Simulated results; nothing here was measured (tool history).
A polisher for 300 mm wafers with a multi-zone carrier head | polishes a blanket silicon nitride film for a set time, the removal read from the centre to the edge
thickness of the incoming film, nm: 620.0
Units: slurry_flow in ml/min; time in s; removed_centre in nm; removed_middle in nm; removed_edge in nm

run 1 day=0.000 | slurry_flow=240 centre_zone=1.00 middle_zone=1.00 edge_zone=1.00 time=80 | removed_centre=153.52 removed_middle=159.51 removed_edge=159.24
run 2 day=0.242 | slurry_flow=240 centre_zone=1.00 middle_zone=1.00 edge_zone=1.04 time=80 | removed_centre=151.68 removed_middle=156.70 removed_edge=161.32
run 3 day=0.417 | slurry_flow=240 centre_zone=1.00 middle_zone=1.00 edge_zone=1.04 time=90 | removed_centre=172.16 removed_middle=177.42 removed_edge=180.58
run 4 day=0.758 | slurry_flow=240 centre_zone=0.96 middle_zone=1.00 edge_zone=1.04 time=90 | removed_centre=165.01 removed_middle=178.75 removed_edge=179.31
run 5 day=0.958 | slurry_flow=240 centre_zone=0.96 middle_zone=0.93 edge_zone=1.04 time=90 | removed_centre=168.35 removed_middle=164.69 removed_edge=177.89
run 6 day=1.012 | slurry_flow=235 centre_zone=0.94 middle_zone=0.92 edge_zone=1.01 time=84 | removed_centre=152.21 removed_middle=155.47 removed_edge=162.23
run 7 day=1.283 | slurry_flow=230 centre_zone=0.93 middle_zone=0.91 edge_zone=1.00 time=78 | removed_centre=141.80 removed_middle=142.97 removed_edge=150.79
run 8 day=1.483 | slurry_flow=225 centre_zone=0.92 middle_zone=0.90 edge_zone=0.99 time=73 | removed_centre=131.21 removed_middle=131.69 removed_edge=138.51
run 9 day=1.554 | slurry_flow=225 centre_zone=0.92 middle_zone=0.90 edge_zone=0.99 time=73 | removed_centre=130.22 removed_middle=129.36 removed_edge=139.81
run 10 day=1.829 | slurry_flow=220 centre_zone=0.91 middle_zone=0.89 edge_zone=0.97 time=70 | removed_centre=124.71 removed_middle=127.00 removed_edge=137.54
run 11 day=2.017 | slurry_flow=240 centre_zone=0.91 middle_zone=0.89 edge_zone=0.97 time=65 | removed_centre=115.72 removed_middle=115.64 removed_edge=123.00
run 12 day=2.204 | slurry_flow=250 centre_zone=0.90 middle_zone=0.88 edge_zone=0.96 time=63 | removed_centre=112.65 removed_middle=114.17 removed_edge=122.23

Forecast run 13:
run 13 day=2.421 | slurry_flow=250 centre_zone=0.90 middle_zone=0.88 edge_zone=0.95 time=61 | removed_centre=? removed_middle=? removed_edge=?

removed_centre: 109.36 nm
removed_middle: 110.80 nm
removed_edge: 115.34 nm
